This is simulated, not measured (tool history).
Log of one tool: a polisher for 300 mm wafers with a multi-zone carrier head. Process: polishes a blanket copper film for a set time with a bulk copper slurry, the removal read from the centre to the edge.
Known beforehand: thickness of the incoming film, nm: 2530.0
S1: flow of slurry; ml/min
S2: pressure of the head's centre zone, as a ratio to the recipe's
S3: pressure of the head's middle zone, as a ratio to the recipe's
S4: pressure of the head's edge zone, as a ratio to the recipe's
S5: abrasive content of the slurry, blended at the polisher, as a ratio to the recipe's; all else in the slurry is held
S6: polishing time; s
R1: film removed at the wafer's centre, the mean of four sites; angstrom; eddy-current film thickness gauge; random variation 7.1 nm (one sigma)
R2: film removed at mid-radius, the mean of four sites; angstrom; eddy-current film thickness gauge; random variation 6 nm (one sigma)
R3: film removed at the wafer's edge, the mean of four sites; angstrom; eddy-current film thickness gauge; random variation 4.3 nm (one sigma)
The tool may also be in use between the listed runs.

run,hour,S1,S2,S3,S4,S5,S6,R1,R2,R3
1,0,290,1,1,1,1,70,5859.4,5721.7,6113.4
2,7.3,295,1,1.02,0.98,1,70,5917.7,5849.5,5961.2
3,16.1,300,1,1.04,0.97,1,70,5928.1,5901.7,5974
4,24.3,300,1,1.04,0.97,1,85,7232.2,7338.1,7180.8
5,29.1,300,1,1.04,0.89,1,85,7185.9,7357.2,6898.3
6,34.7,300,0.99,1.05,0.88,0.95,84,6985.4,7270.3,6775.4
7,41.1,300,0.99,1.06,0.87,0.9,83,6772.2,7118.1,6543.3
8,46.2,300,0.99,1.07,0.86,0.85,83,6723.5,7081.4,6536.2
9,52.5,300,0.99,1.08,0.85,0.85,82,6564.9,7005.2,6394.2
10,59.5,300,0.99,1.09,0.84,0.8,81,6422.9,6862.5,6153.7
11,64.5,300,0.99,1.1,0.84,0.75,81,6420.2,6946.6,6106.1

Predict the results of run 12:
12,73.4,295,0.99,1.1,0.84,0.7,81,?,?,?

For run 12 the tool returned R1 6293.8 angstrom, R2 6740.3 angstrom, R3 5998.3 angstrom.
